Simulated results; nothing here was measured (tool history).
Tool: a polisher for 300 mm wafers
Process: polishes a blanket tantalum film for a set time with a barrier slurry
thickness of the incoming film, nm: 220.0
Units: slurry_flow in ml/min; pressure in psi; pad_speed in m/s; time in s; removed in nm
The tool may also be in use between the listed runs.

run,hour,slurry_flow,pressure,pad_speed,slurry_solids,time,removed
1,0,285,1.9,0.96,1,28,50.986
2,1.7,285,1.7,0.92,1,28,44.217
3,7.4,315,1.7,0.92,1,28,45.348
4,14,260,1.7,0.92,1,28,43
5,20.8,310,1.7,0.92,1,28,44.654
6,22.2,310,1.5,0.9,1,28,40.135
7,24.5,310,0.9,0.72,0.95,28,22.235

Run 8 comes next. What will it give?
8,26.9,310,1,0.72,0.95,28,?

{"run 8": {"removed": 23.984}}
